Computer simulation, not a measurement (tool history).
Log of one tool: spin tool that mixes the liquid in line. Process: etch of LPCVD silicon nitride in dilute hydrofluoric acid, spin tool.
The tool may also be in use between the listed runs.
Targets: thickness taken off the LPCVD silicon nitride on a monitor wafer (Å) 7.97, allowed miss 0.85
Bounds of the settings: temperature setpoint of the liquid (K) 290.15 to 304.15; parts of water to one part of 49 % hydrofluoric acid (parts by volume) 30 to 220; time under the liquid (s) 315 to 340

| run | hour | temperature setpoint of the liquid (K) | parts of water to one part of 49 % hydrofluoric acid (parts by volume) | time under the liquid (s) | thickness taken off the LPCVD silicon nitride on a monitor wafer (Å) |
|---|---|---|---|---|---|
| 1 | 0 | 296.15 | 125 | 315 | 12.734 |
| 2 | 8.5 | 296.15 | 90 | 315 | 17.18 |
| 3 | 10.4 | 296.15 | 50 | 315 | 31.06 |
| 4 | 18 | 296.15 | 85 | 315 | 18.063 |
| 5 | 24.2 | 296.15 | 100 | 315 | 15.91 |
| 6 | 32.3 | 295.65 | 105 | 315 | 14.128 |
| 7 | 38.6 | 295.15 | 105 | 315 | 14.493 |
| 8 | 47 | 294.65 | 110 | 315 | 13.535 |
| 9 | 49.4 | 294.65 | 115 | 315 | 13.004 |

4 next moves are on the table. One of them brings every result within its allowed miss. Which?
| A | 51.8 | 294.65 | 135 | 315 | ? |
| B | 51.8 | 294.65 | 145 | 315 | ? |
| C | 51.8 | 290.65 | 190 | 315 | ? |
| D | 51.8 | 293.15 | 160 | 315 | ? |

| move | thickness taken off the LPCVD silicon nitride on a monitor wafer (Å) |
|---|---|
| A | 10.359 |
| B | 9.6581 |
| C | 5.6781 |
| D | 7.9373 |
A: nearer than the last run, and not there yet
B: nearer than the last run, and not there yet
C: takes the result that was furthest off past its target
D: meets every target
Answer: D
